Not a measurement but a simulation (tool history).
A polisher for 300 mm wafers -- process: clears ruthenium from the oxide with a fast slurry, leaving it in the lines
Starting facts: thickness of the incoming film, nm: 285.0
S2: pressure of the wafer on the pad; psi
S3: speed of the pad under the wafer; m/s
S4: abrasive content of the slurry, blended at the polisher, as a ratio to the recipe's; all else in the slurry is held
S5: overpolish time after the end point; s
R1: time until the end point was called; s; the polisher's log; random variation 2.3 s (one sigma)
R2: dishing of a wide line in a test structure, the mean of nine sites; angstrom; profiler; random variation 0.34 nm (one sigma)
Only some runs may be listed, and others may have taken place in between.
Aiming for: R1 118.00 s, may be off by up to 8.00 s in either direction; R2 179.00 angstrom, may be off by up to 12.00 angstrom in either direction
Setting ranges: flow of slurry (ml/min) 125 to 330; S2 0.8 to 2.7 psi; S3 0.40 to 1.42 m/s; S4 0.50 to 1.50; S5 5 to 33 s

{"run": 1, "hour": 0.0, "flow of slurry (ml/min)": 210, "S2": 1.7, "S3": 0.9, "S4": 1.0, "S5": 17, "R1": 129.64, "R2": 262.21}
{"run": 2, "hour": 4.3, "flow of slurry (ml/min)": 210, "S2": 1.7, "S3": 0.9, "S4": 1.0, "S5": 14, "R1": 130.05, "R2": 214.35}
{"run": 3, "hour": 11.7, "flow of slurry (ml/min)": 210, "S2": 1.7, "S3": 0.8, "S4": 1.0, "S5": 14, "R1": 144.78, "R2": 197.8}
{"run": 4, "hour": 17.9, "flow of slurry (ml/min)": 210, "S2": 1.9, "S3": 0.8, "S4": 1.0, "S5": 14, "R1": 130.25, "R2": 211.94}
{"run": 5, "hour": 23.7, "flow of slurry (ml/min)": 245, "S2": 1.9, "S3": 0.8, "S4": 1.0, "S5": 14, "R1": 125.65, "R2": 218.14}
{"run": 6, "hour": 32.1, "flow of slurry (ml/min)": 245, "S2": 1.9, "S3": 0.8, "S4": 1.2, "S5": 14, "R1": 116.87, "R2": 241.49}
{"run": 7, "hour": 35.3, "flow of slurry (ml/min)": 245, "S2": 1.9, "S3": 0.8, "S4": 1.2, "S5": 13, "R1": 118.62, "R2": 223.83}
{"run": 8, "hour": 36.3, "flow of slurry (ml/min)": 245, "S2": 1.9, "S3": 0.8, "S4": 1.2, "S5": 12, "R1": 118.03, "R2": 207.95}
{"hour": 45.1, "done": "head pressure recalibrated"}
{"run": 9, "hour": 45.1, "flow of slurry (ml/min)": 245, "S2": 1.9, "S3": 0.8, "S4": 1.2, "S5": 12, "R1": 133.54, "R2": 188.17}

Pick the move, out of 5, that brings all results within their allowed miss; only one does.
{"run": "A", "hour": 53.9, "flow of slurry (ml/min)": 275, "S2": 2.1, "S3": 0.82, "S4": 1.15, "S5": 10, "R1": "?", "R2": "?"}
{"run": "B", "hour": 53.9, "flow of slurry (ml/min)": 250, "S2": 2.0, "S3": 0.74, "S4": 1.2, "S5": 13, "R1": "?", "R2": "?"}
{"run": "C", "hour": 53.9, "flow of slurry (ml/min)": 290, "S2": 1.4, "S3": 0.86, "S4": 1.05, "S5": 14, "R1": "?", "R2": "?"}
{"run": "D", "hour": 53.9, "flow of slurry (ml/min)": 215, "S2": 2.1, "S3": 0.74, "S4": 1.1, "S5": 12, "R1": "?", "R2": "?"}
{"run": "E", "hour": 53.9, "flow of slurry (ml/min)": 155, "S2": 2.0, "S3": 1.1, "S4": 1.1, "S5": 11, "R1": "?", "R2": "?"}

move=A R1=117.94 R2=173.56
move=B R1=134.87 R2=194.02
move=C R1=172.63 R2=166.89
move=D R1=136.79 R2=178.80
move=E R1=102.06 R2=213.43
A: every result within its allowed miss
B: the biggest miss grows against the last run
C: the biggest miss grows against the last run
D: the biggest miss grows against the last run
E: carries the result that was furthest off beyond its target, to the other side
A is the move that brings every result within its allowed miss.
